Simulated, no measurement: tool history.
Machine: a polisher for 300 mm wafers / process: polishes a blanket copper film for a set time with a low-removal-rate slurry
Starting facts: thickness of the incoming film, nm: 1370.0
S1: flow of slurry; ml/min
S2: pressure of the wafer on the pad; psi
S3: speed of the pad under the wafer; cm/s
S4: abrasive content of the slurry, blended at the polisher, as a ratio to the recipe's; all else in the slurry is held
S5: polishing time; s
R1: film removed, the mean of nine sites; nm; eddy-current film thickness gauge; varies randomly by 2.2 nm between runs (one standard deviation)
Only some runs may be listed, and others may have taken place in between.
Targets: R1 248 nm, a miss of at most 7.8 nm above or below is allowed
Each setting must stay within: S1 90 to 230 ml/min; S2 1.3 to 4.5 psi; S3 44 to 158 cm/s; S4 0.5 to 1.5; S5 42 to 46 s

run 1 hour=0 | S1=150 S2=2.9 S3=100 S4=1 S5=46 | R1=163.76
run 2 hour=8.7 | S1=155 S2=3.1 S3=100 S4=1 S5=46 | R1=173.85
run 3 hour=16.5 | S1=155 S2=3.1 S3=100 S4=0.9 S5=46 | R1=167.84
run 4 hour=21.5 | S1=155 S2=3.3 S3=100 S4=0.9 S5=46 | R1=176.3
run 5 hour=27.4 | S1=155 S2=3.5 S3=100 S4=0.9 S5=46 | R1=186.36
run 6 hour=35.7 | S1=160 S2=3.7 S3=100 S4=0.9 S5=46 | R1=194.59
run 7 hour=40 | S1=160 S2=3.8 S3=100 S4=0.9 S5=46 | R1=199.32
run 8 hour=44 | S1=160 S2=3.9 S3=100 S4=0.9 S5=46 | R1=204.11
run 9 hour=47.4 | S1=160 S2=4 S3=100 S4=0.9 S5=46 | R1=210.28
run 10 hour=49.5 | S1=160 S2=4.1 S3=100 S4=0.9 S5=46 | R1=214.61
run 11 hour=54.2 | S1=160 S2=4.2 S3=100 S4=0.9 S5=46 | R1=215.63
run 12 hour=55.9 | S1=165 S2=4.3 S3=100 S4=0.9 S5=46 | R1=225.7
run 13 hour=61.6 | S1=165 S2=4.3 S3=100 S4=0.9 S5=46 | R1=222.85
run 14 hour=63.9 | S1=165 S2=4.3 S3=102 S4=0.9 S5=46 | R1=227.18
run 15 hour=68.9 | S1=165 S2=4.4 S3=104 S4=0.9 S5=46 | R1=234.76
run 16 hour=74.9 | S1=165 S2=4.4 S3=104 S4=0.9 S5=46 | R1=237.1

Which of these 4 next moves meets every target?
run A hour=80.9 | S1=185 S2=4.4 S3=116 S4=0.95 S5=42 | R1=?
run B hour=80.9 | S1=140 S2=4.4 S3=116 S4=0.95 S5=46 | R1=?
run C hour=80.9 | S1=140 S2=4.3 S3=134 S4=0.75 S5=44 | R1=?
run D hour=80.9 | S1=175 S2=4.5 S3=100 S4=0.75 S5=45 | R1=?

move=A R1=248.43
move=B R1=262.18
move=C R1=269.91
move=D R1=222.44
A: in spec on every target
B: pushes the last run's worst result past its target
C: pushes the last run's worst result past its target
D: lands further from the targets than the last run did
The right move is A.

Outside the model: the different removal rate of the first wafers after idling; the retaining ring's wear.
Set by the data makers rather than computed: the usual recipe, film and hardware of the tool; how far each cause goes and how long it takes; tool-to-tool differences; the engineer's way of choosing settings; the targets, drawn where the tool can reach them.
